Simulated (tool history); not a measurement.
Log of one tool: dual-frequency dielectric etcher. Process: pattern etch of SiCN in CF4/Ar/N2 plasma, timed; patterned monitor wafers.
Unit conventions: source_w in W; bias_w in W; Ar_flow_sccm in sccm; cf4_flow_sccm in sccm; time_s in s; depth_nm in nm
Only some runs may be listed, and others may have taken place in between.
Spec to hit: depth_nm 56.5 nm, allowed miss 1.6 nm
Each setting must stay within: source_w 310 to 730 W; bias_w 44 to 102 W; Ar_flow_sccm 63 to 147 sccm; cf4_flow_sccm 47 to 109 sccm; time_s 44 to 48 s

{"run": 1, "day": 0.0, "source_w": 520, "bias_w": 73, "Ar_flow_sccm": 105, "cf4_flow_sccm": 78, "time_s": 48, "depth_nm": 46.18}
{"run": 2, "day": 0.25, "source_w": 560, "bias_w": 74, "Ar_flow_sccm": 105, "cf4_flow_sccm": 78, "time_s": 48, "depth_nm": 48.902}
{"run": 3, "day": 0.604, "source_w": 590, "bias_w": 75, "Ar_flow_sccm": 105, "cf4_flow_sccm": 78, "time_s": 48, "depth_nm": 51.326}
{"run": 4, "day": 0.888, "source_w": 590, "bias_w": 75, "Ar_flow_sccm": 105, "cf4_flow_sccm": 78, "time_s": 44, "depth_nm": 47.205}
{"run": 5, "day": 1.162, "source_w": 590, "bias_w": 75, "Ar_flow_sccm": 105, "cf4_flow_sccm": 70, "time_s": 44, "depth_nm": 46.323}
{"run": 6, "day": 1.196, "source_w": 590, "bias_w": 75, "Ar_flow_sccm": 105, "cf4_flow_sccm": 56, "time_s": 44, "depth_nm": 44.718}
{"run": 7, "day": 1.367, "source_w": 630, "bias_w": 77, "Ar_flow_sccm": 103, "cf4_flow_sccm": 57, "time_s": 44, "depth_nm": 48.409}
{"run": 8, "day": 1.483, "source_w": 660, "bias_w": 78, "Ar_flow_sccm": 103, "cf4_flow_sccm": 57, "time_s": 44, "depth_nm": 50.145}
{"run": 9, "day": 1.704, "source_w": 680, "bias_w": 80, "Ar_flow_sccm": 102, "cf4_flow_sccm": 58, "time_s": 44, "depth_nm": 51.797}
{"run": 10, "day": 1.783, "source_w": 680, "bias_w": 80, "Ar_flow_sccm": 102, "cf4_flow_sccm": 58, "time_s": 44, "depth_nm": 51.882}
{"run": 11, "day": 2.088, "source_w": 690, "bias_w": 81, "Ar_flow_sccm": 101, "cf4_flow_sccm": 59, "time_s": 44, "depth_nm": 52.779}
{"run": 12, "day": 2.221, "source_w": 700, "bias_w": 82, "Ar_flow_sccm": 100, "cf4_flow_sccm": 60, "time_s": 44, "depth_nm": 53.924}

Which one of the following 4 next-run settings gets every result inside its allowed miss? There is exactly one.
{"run": "A", "day": 2.354, "source_w": 690, "bias_w": 86, "Ar_flow_sccm": 104, "cf4_flow_sccm": 47, "time_s": 44, "depth_nm": "?"}
{"run": "B", "day": 2.354, "source_w": 700, "bias_w": 78, "Ar_flow_sccm": 112, "cf4_flow_sccm": 59, "time_s": 44, "depth_nm": "?"}
{"run": "C", "day": 2.354, "source_w": 590, "bias_w": 88, "Ar_flow_sccm": 99, "cf4_flow_sccm": 71, "time_s": 46, "depth_nm": "?"}
{"run": "D", "day": 2.354, "source_w": 660, "bias_w": 93, "Ar_flow_sccm": 94, "cf4_flow_sccm": 75, "time_s": 45, "depth_nm": "?"}

move=A depth_nm=52.146
move=B depth_nm=52.364
move=C depth_nm=51.217
move=D depth_nm=56.585
A: moves away from the targets compared with the last run
B: moves away from the targets compared with the last run
C: moves away from the targets compared with the last run
D: each result inside its tolerance
D meets every target.
